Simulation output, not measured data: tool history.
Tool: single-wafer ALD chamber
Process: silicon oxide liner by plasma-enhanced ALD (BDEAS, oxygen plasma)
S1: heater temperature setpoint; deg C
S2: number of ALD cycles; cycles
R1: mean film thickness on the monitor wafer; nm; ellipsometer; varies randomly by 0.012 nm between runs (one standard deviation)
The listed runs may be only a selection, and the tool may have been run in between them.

run 1 hour=0 | S1=320 S2=79 | R1=6.7948
run 2 hour=1.6 | S1=315 S2=79 | R1=6.8556
run 3 hour=6.5 | S1=318 S2=73 | R1=6.3155
run 4 hour=13.4 | S1=313 S2=73 | R1=6.3922
run 5 hour=20.9 | S1=313 S2=84 | R1=7.3437
run 6 hour=27 | S1=313 S2=89 | R1=7.7472
run 7 hour=35.7 | S1=317 S2=80 | R1=6.9115
run 8 hour=40.2 | S1=320 S2=74 | R1=6.3625
run 9 hour=47.7 | S1=324 S2=71 | R1=6.0759
run 10 hour=54.5 | S1=327 S2=69 | R1=5.8797
run 11 hour=60.2 | S1=336 S2=62 | R1=5.2078

Run 12 comes next. What will it give?
run 12 hour=62.1 | S1=333 S2=62 | R1=?

{"run 12": {"R1": 5.2249}}

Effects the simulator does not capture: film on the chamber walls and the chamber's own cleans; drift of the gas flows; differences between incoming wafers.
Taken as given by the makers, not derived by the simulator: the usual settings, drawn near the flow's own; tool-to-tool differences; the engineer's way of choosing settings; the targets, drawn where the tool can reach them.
